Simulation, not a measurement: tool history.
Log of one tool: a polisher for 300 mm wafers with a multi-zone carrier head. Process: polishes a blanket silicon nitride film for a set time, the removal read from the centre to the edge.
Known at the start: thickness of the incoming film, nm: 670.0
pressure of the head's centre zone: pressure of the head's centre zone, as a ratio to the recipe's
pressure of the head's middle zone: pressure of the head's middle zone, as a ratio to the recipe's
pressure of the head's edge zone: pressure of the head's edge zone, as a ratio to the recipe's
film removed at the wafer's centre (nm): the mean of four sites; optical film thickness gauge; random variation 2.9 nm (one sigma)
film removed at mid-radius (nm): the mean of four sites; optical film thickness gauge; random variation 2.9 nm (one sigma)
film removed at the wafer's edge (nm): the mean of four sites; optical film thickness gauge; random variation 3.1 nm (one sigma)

run	hour	flow of slurry (ml/min)	pressure of the head's centre zone	pressure of the head's middle zone	pressure of the head's edge zone	polishing time (s)	film removed at the wafer's centre (nm)	film removed at mid-radius (nm)	film removed at the wafer's edge (nm)
1	0	255	1	1	1	87	198.76	201.49	200.73
2	8.7	265	1.04	1.02	1.02	89	213.62	208.21	206.58
3	17.4	265	1.04	1.07	1.02	89	219.71	221.9	210.06
4	17.9	265	1.04	1.13	1.02	89	218.3	221.93	212.11
5	20.8	265	1.04	1.13	1.1	89	215.88	227.74	210.65
6	25.3	270	1.06	1.1	1.09	91	222.46	221.98	214.77

Run 7 comes next. What will it give?
7	31.7	270	1.06	1.1	1.09	91	?	?	?

film removed at the wafer's centre (nm): 223.54
film removed at mid-radius (nm): 225.2
film removed at the wafer's edge (nm): 217.09
